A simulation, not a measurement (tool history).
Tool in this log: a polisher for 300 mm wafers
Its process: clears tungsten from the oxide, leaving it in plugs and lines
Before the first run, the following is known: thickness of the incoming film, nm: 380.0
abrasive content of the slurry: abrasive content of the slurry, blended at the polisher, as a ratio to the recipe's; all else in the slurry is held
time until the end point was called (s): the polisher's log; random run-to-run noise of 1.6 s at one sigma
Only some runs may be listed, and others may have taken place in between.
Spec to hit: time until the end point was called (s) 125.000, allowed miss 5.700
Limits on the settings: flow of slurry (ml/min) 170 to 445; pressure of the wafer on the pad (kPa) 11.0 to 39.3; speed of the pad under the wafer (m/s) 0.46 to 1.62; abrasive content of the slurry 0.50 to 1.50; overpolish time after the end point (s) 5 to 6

run    day  flow of slurry (ml/min)  pressure of the wafer on the pad (kPa)  speed of the pad under the wafer (m/s)  abrasive content of the slurry  overpolish time after the end point (s)  time until the end point was called (s)
  1  0.000                      285                                    24.8                                    1.04                            1.00                                        6                                   85.267
  2  0.342                      345                                    24.8                                    1.04                            1.00                                        6                                   86.443
  3  0.712                      345                                    23.4                                    1.04                            1.00                                        6                                   92.400
  4  0.846                      395                                    23.4                                    1.04                            1.00                                        6                                   92.796
  5  1.225                      395                                    23.4                                    1.04                            1.00                                        6                                   90.509
  6  1.312                      395                                    22.8                                    1.04                            1.00                                        6                                   91.028
  7  1.454                      395                                    21.4                                    1.04                            1.00                                        6                                   99.100
  8  1.812                      395                                    20.7                                    1.04                            1.00                                        6                                  102.140
  9  1.954                      395                                    20.0                                    1.04                            1.00                                        6                                  103.460
 10  2.175                      395                                    19.3                                    1.04                            1.00                                        6                                  106.130
 11  2.475                      395                                    18.6                                    1.04                            1.00                                        6                                  108.970
 12  2.512                      395                                    17.9                                    1.04                            1.00                                        6                                  115.210

Pick the move, out of 5, that brings all results within their allowed miss; only one does.
  A  2.550                      390                                    19.3                                    0.86                            0.80                                        5                                        ?
  B  2.550                      395                                    15.9                                    1.00                            0.75                                        6                                        ?
  C  2.550                      385                                    20.7                                    1.02                            0.95                                        6                                        ?
  D  2.550                      430                                    15.2                                    1.16                            0.70                                        6                                        ?
  E  2.550                      380                                    15.2                                    0.98                            0.95                                        6                                        ?

move  time until the end point was called (s)
   A                                  134.850
   B                                  139.130
   C                                  103.680
   D                                  126.270
   E                                  139.480
A: takes the result that was furthest off past its target
B: takes the result that was furthest off past its target
C: its largest miss is bigger than the last run's
D: all results land within tolerance of their targets
E: takes the result that was furthest off past its target
The right move is D.
